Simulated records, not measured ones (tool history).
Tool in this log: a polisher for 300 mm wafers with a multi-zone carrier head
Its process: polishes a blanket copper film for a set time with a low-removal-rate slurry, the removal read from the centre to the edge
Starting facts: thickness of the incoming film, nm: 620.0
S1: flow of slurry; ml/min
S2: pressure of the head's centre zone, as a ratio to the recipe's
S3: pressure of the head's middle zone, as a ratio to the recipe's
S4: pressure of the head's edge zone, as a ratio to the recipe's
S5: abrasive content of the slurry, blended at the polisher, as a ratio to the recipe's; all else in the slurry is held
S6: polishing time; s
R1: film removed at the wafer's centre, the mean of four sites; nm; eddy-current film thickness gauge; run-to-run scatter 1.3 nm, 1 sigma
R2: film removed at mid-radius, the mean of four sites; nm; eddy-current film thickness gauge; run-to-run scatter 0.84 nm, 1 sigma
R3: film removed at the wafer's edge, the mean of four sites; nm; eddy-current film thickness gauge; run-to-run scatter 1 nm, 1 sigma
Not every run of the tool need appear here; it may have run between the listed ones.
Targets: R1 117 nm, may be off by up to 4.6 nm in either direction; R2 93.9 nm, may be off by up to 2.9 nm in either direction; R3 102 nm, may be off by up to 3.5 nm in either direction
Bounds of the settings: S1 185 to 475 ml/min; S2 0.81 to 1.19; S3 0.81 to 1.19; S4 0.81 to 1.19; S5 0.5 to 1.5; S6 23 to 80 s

run,hour,S1,S2,S3,S4,S5,S6,R1,R2,R3
1,0,305,1,1,1,1,51,114.66,122.8,119.08
2,0.5,305,1,1,1,1,38,84.765,90.558,89.829
3,4.2,305,1,1,1,0.95,38,83.274,89.928,90
4,5.5,375,1,1,1,0.95,38,85.206,90.193,91.141
5,14.4,380,1.04,0.99,1.01,1,38,87.538,92.327,91.862
6,16.4,380,1.1,0.99,1.01,1,38,94.054,90.97,91.993
7,17,380,1.12,0.96,1,1.05,39,99.018,93.115,96.974
8,22.2,370,1.13,0.94,0.96,1.05,40,102.18,91.98,95.427
9,26.9,370,1.14,0.93,0.95,1.1,40,101.02,92.776,95.723
10,33.3,365,1.15,0.92,0.95,1.05,41,104.45,93.81,97.271
11,36.3,365,1.16,0.9,0.93,1.05,42,108.08,93.503,99.537
12,41.3,365,1.17,0.89,0.91,1.05,43,112.18,95.077,99.829
13,48.5,365,1.17,0.88,0.91,1.05,43,110.94,94.176,98.906

Exercise: of the 4 proposed moves below, exactly one satisfies all targets within the stated allowed misses. Which move is it?
A,55.7,335,1.06,0.86,0.97,1.05,43,?,?,?
B,55.7,385,1.13,0.88,0.87,0.7,44,?,?,?
C,55.7,255,1.19,0.84,0.85,1.15,45,?,?,?
D,55.7,280,1.04,0.92,1.07,1,43,?,?,?

move,R1,R2,R3
A,104.68,91.089,101.34
B,106.32,89.694,92.859
C,118.4,92.733,99.592
D,100.62,94.033,104.07
A: further off than the last run
B: further off than the last run
C: every result lands within tolerance
D: further off than the last run
So the answer is move C, the one that meets all the targets.

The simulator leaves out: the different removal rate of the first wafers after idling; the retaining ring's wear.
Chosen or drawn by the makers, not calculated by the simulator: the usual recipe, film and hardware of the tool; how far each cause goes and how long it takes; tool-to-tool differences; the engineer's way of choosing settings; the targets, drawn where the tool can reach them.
